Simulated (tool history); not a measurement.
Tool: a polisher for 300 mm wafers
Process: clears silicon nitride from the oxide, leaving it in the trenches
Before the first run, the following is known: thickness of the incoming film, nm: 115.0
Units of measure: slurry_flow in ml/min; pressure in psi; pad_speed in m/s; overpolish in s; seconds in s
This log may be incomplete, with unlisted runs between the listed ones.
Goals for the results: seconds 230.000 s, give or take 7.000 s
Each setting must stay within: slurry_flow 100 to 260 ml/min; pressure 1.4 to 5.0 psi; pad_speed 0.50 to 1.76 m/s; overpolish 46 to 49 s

run 1 day=0.000 | slurry_flow=165 pressure=3.2 pad_speed=1.12 overpolish=46 | seconds=98.656
run 2 day=0.300 | slurry_flow=165 pressure=2.6 pad_speed=1.12 overpolish=46 | seconds=120.410
run 3 day=0.404 | slurry_flow=165 pressure=3.0 pad_speed=1.12 overpolish=46 | seconds=104.990
run 4 day=0.638 | slurry_flow=160 pressure=2.8 pad_speed=1.08 overpolish=46 | seconds=115.200
run 5 day=0.742 | slurry_flow=160 pressure=2.8 pad_speed=1.20 overpolish=46 | seconds=105.880
run 6 day=0.983 | slurry_flow=155 pressure=2.6 pad_speed=1.14 overpolish=46 | seconds=121.550
run 7 day=1.058 | slurry_flow=150 pressure=2.4 pad_speed=1.12 overpolish=46 | seconds=133.580
run 8 day=1.383 | slurry_flow=145 pressure=2.3 pad_speed=1.10 overpolish=46 | seconds=142.000
run 9 day=1.538 | slurry_flow=140 pressure=2.2 pad_speed=1.08 overpolish=46 | seconds=150.260
run 10 day=1.912 | slurry_flow=135 pressure=2.1 pad_speed=1.06 overpolish=46 | seconds=161.170
run 11 day=2.133 | slurry_flow=130 pressure=2.0 pad_speed=1.06 overpolish=46 | seconds=170.300

Below are 5 possible settings for the next run. Only one of them brings all results inside the allowed miss of their targets. Which is it?
run A day=2.354 | slurry_flow=130 pressure=1.5 pad_speed=0.98 overpolish=46 | seconds=?
run B day=2.354 | slurry_flow=145 pressure=1.8 pad_speed=0.76 overpolish=46 | seconds=?
run C day=2.354 | slurry_flow=100 pressure=2.0 pad_speed=0.90 overpolish=49 | seconds=?
run D day=2.354 | slurry_flow=100 pressure=2.0 pad_speed=0.76 overpolish=46 | seconds=?
run E day=2.354 | slurry_flow=125 pressure=1.6 pad_speed=0.98 overpolish=49 | seconds=?

move=A seconds=242.740
move=B seconds=250.760
move=C seconds=214.180
move=D seconds=249.060
move=E seconds=230.550
A: takes the result that was furthest off past its target
B: takes the result that was furthest off past its target
C: closer than the last run, but not yet in spec
D: takes the result that was furthest off past its target
E: each result inside its tolerance
Correct choice: E, which meets every target
